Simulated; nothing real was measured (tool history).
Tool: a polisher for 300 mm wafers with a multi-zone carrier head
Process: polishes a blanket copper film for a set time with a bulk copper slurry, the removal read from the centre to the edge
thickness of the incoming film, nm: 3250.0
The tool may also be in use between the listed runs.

run	day	flow of slurry (ml/min)	pressure of the head's centre zone	pressure of the head's middle zone	pressure of the head's edge zone	abrasive content of the slurry	polishing time (s)	film removed at the wafer's centre (angstrom)	film removed at mid-radius (angstrom)	film removed at the wafer's edge (angstrom)
1	0	200	1	1	1	1	63	7590.4	7735.3	7668.2
2	0.071	190	0.97	0.96	0.99	0.95	63	7139.4	7273.7	7575.2
3	0.346	185	0.95	0.94	0.96	0.9	63	6839.7	7161.1	7352.2
4	0.508	185	0.9	0.94	0.96	0.9	63	6605.7	7167.2	7399.3
5	0.842	185	0.95	0.94	0.96	0.9	63	6980.5	7207.2	7479.7
6	0.883	185	0.95	0.94	0.96	0.7	63	6743.2	6947	6971.1
7	1.154	175	0.93	0.91	0.96	0.65	63	6402.8	6727.1	6861.7
8	1.5	140	0.9	0.81	1.04	0.5	61	5509.3	5543.8	6605
9	1.738	145	0.9	0.82	1.04	0.5	61	5673.9	5644.9	6485.9

Run 10 comes next. What will it give?
10	1.775	145	0.89	0.82	1.04	0.5	61	?	?	?

Run 10 gave film removed at the wafer's centre (angstrom) 5547.1, film removed at mid-radius (angstrom) 5589.6, film removed at the wafer's edge (angstrom) 6557.
